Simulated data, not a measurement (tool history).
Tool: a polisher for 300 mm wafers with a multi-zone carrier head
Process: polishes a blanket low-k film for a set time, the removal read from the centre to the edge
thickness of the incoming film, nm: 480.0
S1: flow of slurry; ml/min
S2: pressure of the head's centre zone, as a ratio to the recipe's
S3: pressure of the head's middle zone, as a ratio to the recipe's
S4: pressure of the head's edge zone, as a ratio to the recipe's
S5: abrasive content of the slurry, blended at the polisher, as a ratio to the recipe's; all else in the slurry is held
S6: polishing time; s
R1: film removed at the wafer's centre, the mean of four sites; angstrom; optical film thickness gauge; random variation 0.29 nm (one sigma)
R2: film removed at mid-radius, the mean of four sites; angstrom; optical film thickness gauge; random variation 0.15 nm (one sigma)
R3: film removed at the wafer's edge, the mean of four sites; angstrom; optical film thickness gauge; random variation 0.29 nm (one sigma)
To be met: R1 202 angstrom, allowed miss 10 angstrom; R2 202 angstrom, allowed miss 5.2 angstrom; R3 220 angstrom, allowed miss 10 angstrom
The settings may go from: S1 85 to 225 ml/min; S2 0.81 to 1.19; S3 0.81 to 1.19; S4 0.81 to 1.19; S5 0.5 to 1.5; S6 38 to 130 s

{"run": 1, "day": 0.0, "S1": 145, "S2": 1, "S3": 1, "S4": 1, "S5": 1, "S6": 84, "R1": 344.36, "R2": 327.54, "R3": 317.37}
{"run": 2, "day": 0.167, "S1": 145, "S2": 1, "S3": 1, "S4": 1, "S5": 0.9, "S6": 84, "R1": 328.45, "R2": 317.33, "R3": 316.49}
{"run": 3, "day": 0.346, "S1": 145, "S2": 1.04, "S3": 1, "S4": 1, "S5": 0.9, "S6": 84, "R1": 332.94, "R2": 316.92, "R3": 316.23}
{"run": 4, "day": 0.525, "S1": 140, "S2": 1.02, "S3": 0.99, "S4": 0.99, "S5": 0.85, "S6": 82, "R1": 323.47, "R2": 301.15, "R3": 297.99}
{"run": 5, "day": 0.562, "S1": 140, "S2": 1.02, "S3": 0.99, "S4": 0.99, "S5": 0.85, "S6": 90, "R1": 349.53, "R2": 334.19, "R3": 332.15}
{"run": 6, "day": 0.829, "S1": 170, "S2": 1.02, "S3": 0.99, "S4": 0.99, "S5": 0.85, "S6": 90, "R1": 359.75, "R2": 339.14, "R3": 334.58}
{"run": 7, "day": 0.871, "S1": 165, "S2": 0.99, "S3": 0.98, "S4": 0.99, "S5": 0.8, "S6": 87, "R1": 336.15, "R2": 316.87, "R3": 319.41}
{"run": 8, "day": 0.958, "S1": 160, "S2": 0.97, "S3": 0.98, "S4": 0.99, "S5": 0.75, "S6": 84, "R1": 314.46, "R2": 298.97, "R3": 302.08}
{"run": 9, "day": 1.217, "S1": 155, "S2": 0.95, "S3": 0.98, "S4": 0.99, "S5": 0.7, "S6": 81, "R1": 273.12, "R2": 279.78, "R3": 282}
{"run": 10, "day": 1.246, "S1": 115, "S2": 0.93, "S3": 0.88, "S4": 0.89, "S5": 0.5, "S6": 76, "R1": 215.55, "R2": 206.16, "R3": 219.57}
{"run": 11, "day": 1.517, "S1": 115, "S2": 0.92, "S3": 0.88, "S4": 0.89, "S5": 0.5, "S6": 76, "R1": 215.57, "R2": 206.29, "R3": 216.74}
{"run": 12, "day": 1.562, "S1": 115, "S2": 0.91, "S3": 0.88, "S4": 0.9, "S5": 0.5, "S6": 76, "R1": 214.55, "R2": 204.33, "R3": 215.81}

Which of these 4 next moves meets every target?
{"run": "A", "day": 1.608, "S1": 115, "S2": 0.99, "S3": 0.83, "S4": 0.85, "S5": 0.55, "S6": 75, "R1": "?", "R2": "?", "R3": "?"}
{"run": "B", "day": 1.608, "S1": 130, "S2": 1, "S3": 0.91, "S4": 1.09, "S5": 0.55, "S6": 68, "R1": "?", "R2": "?", "R3": "?"}
{"run": "C", "day": 1.608, "S1": 120, "S2": 0.84, "S3": 0.83, "S4": 0.88, "S5": 0.95, "S6": 63, "R1": "?", "R2": "?", "R3": "?"}
{"run": "D", "day": 1.608, "S1": 105, "S2": 0.97, "S3": 0.85, "S4": 0.81, "S5": 0.5, "S6": 82, "R1": "?", "R2": "?", "R3": "?"}

move=A R1=232.25 R2=198.97 R3=216.96
move=B R1=217.84 R2=198.54 R3=224.29
move=C R1=199.76 R2=201.91 R3=223
move=D R1=236.92 R2=211.77 R3=222.68
A: further off than the last run
B: further off than the last run
C: meets every target
D: further off than the last run
Answer: C
